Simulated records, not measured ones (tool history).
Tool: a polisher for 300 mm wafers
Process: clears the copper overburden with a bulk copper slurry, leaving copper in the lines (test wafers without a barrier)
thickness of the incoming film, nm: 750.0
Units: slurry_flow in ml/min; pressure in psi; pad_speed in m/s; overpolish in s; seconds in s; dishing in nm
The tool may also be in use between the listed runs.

| run | hour | slurry_flow | pressure | pad_speed | slurry_solids | overpolish | seconds | dishing |
|---|---|---|---|---|---|---|---|---|
| 1 | 0 | 280 | 3.1 | 0.82 | 1 | 12 | 99.713 | 53.87 |
| 2 | 8.2 | 280 | 3.5 | 0.82 | 1 | 12 | 90.85 | 59.086 |
| 3 | 16.2 | 280 | 3.5 | 0.82 | 1.15 | 12 | 87.916 | 63.309 |
| 4 | 22.2 | 280 | 3.5 | 0.64 | 1.15 | 12 | 111.17 | 49.844 |
| 5 | 23.5 | 280 | 3.5 | 0.72 | 1.15 | 12 | 101.94 | 54.529 |
| 6 | 29 | 280 | 3.5 | 0.54 | 1.15 | 12 | 134.01 | 45.703 |
| 7 | 33.1 | 280 | 3.7 | 0.54 | 1.15 | 13 | 122.45 | 49.302 |
| 8 | 40.9 | 280 | 3.9 | 0.54 | 1.15 | 14 | 115.89 | 54.029 |

Forecast run 9:
| 9 | 44.7 | 280 | 4 | 0.54 | 1.15 | 15 | ? | ? |

seconds: 117.69 s
dishing: 61.594 nm
